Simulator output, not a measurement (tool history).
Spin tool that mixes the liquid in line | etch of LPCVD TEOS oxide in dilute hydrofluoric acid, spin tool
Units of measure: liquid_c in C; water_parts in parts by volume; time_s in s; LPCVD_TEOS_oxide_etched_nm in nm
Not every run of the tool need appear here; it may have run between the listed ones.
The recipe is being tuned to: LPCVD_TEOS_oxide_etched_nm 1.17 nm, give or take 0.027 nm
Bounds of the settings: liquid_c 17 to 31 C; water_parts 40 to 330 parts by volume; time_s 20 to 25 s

run,hour,liquid_c,water_parts,time_s,LPCVD_TEOS_oxide_etched_nm
1,0,23,185,25,2.1672
2,1.7,23,145,25,2.9041
3,3.9,22,165,25,2.3979
4,7.9,18.5,165,25,2.0939
5,10.2,18.5,125,25,2.9054
6,16.2,18.5,70,25,5.4408
7,24.5,18.5,70,25,5.4483
8,30.4,18.5,70,25,5.4381
9,33.9,18,100,25,3.621
10,39,18,125,25,2.829
11,46.7,18,140,25,2.4587
12,49.5,18,155,25,2.2176
13,56.6,18,170,25,1.984
14,63.3,18,170,25,1.9806
15,70.9,18,180,25,1.8499
16,75.9,18,190,25,1.7362
17,83.9,18,200,25,1.6345

4 next moves are on the table. One of them brings every result within its allowed miss. Which?
A,91.9,18.5,210,20,?
B,91.9,17,200,20,?
C,91.9,20,200,20,?
D,91.9,18,265,25,?

move,LPCVD_TEOS_oxide_etched_nm
A,1.2545
B,1.2531
C,1.4096
D,1.1595
A: nearer than the last run, and not there yet
B: nearer than the last run, and not there yet
C: nearer than the last run, and not there yet
D: every result within its allowed miss
Correct choice: D, which meets every target
